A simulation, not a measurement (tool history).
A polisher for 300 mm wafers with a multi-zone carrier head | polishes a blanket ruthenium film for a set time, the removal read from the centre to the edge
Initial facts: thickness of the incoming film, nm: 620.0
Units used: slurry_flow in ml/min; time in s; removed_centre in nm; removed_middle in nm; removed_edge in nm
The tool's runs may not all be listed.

{"run": 1, "day": 0.0, "slurry_flow": 225, "centre_zone": 1, "middle_zone": 1, "edge_zone": 1, "time": 40, "removed_centre": 43.473, "removed_middle": 43.731, "removed_edge": 41.683}
{"run": 2, "day": 0.312, "slurry_flow": 225, "centre_zone": 0.92, "middle_zone": 1, "edge_zone": 1, "time": 40, "removed_centre": 39.544, "removed_middle": 43.844, "removed_edge": 41.448}
{"run": 3, "day": 0.425, "slurry_flow": 225, "centre_zone": 0.85, "middle_zone": 1, "edge_zone": 1, "time": 40, "removed_centre": 36.891, "removed_middle": 43.609, "removed_edge": 40.939}
{"run": 4, "day": 0.721, "slurry_flow": 170, "centre_zone": 0.85, "middle_zone": 1, "edge_zone": 1, "time": 40, "removed_centre": 34.757, "removed_middle": 41.709, "removed_edge": 40.381}
{"run": 5, "day": 0.917, "slurry_flow": 135, "centre_zone": 0.85, "middle_zone": 1, "edge_zone": 1, "time": 40, "removed_centre": 33.482, "removed_middle": 40.344, "removed_edge": 38.944}
{"run": 6, "day": 1.162, "slurry_flow": 160, "centre_zone": 0.85, "middle_zone": 1, "edge_zone": 1, "time": 40, "removed_centre": 34.456, "removed_middle": 41.195, "removed_edge": 39.755}
{"run": 7, "day": 1.229, "slurry_flow": 170, "centre_zone": 0.85, "middle_zone": 1.03, "edge_zone": 0.95, "time": 35, "removed_centre": 29.944, "removed_middle": 37.649, "removed_edge": 34.207}

Run 8 has not been measured yet. What should we expect?
{"run": 8, "day": 1.562, "slurry_flow": 170, "centre_zone": 0.85, "middle_zone": 1.03, "edge_zone": 0.95, "time": 35, "removed_centre": "?", "removed_middle": "?", "removed_edge": "?"}

{"run 8": {"removed_centre": 30.632, "removed_middle": 37.931, "removed_edge": 34.227}}
